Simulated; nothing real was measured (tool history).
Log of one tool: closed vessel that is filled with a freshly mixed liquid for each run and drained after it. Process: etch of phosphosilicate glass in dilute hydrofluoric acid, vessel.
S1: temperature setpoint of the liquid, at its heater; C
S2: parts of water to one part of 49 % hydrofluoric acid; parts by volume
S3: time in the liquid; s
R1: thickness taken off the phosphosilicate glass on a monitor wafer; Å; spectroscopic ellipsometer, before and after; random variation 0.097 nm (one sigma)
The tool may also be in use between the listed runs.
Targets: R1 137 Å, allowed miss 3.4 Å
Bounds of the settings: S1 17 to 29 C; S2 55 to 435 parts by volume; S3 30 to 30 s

run    day    S1   S2  S3      R1
  1      0    21  245  30  76.851
  2  0.262    18  245  30  67.764
  3  0.446    17  245  30  63.866
  4  0.696    17  275  30  56.268
  5  0.979    17  225  30  73.338
  6  1.238    20  225  30   80.64
  7    1.3    23  210  30  98.282
  8  1.512    25  200  30  113.32
  9  1.867  26.5  200  30  119.35
 10  1.892  27.5  195  30  126.59
 11  2.133    28  195  30  130.22
 12  2.379  28.5  195  30  132.97

Which of these 4 next moves meets every target?
  A  2.625    29  200  30   ?
  B  2.625    29  205  30   ?
  C  2.625  28.5  200  30   ?
  D  2.625  28.5  190  30   ?

move      R1
   A  130.95
   B     127
   C  128.68
   D  137.08
A: further off than the last run
B: further off than the last run
C: further off than the last run
D: meets every target
Answer: D
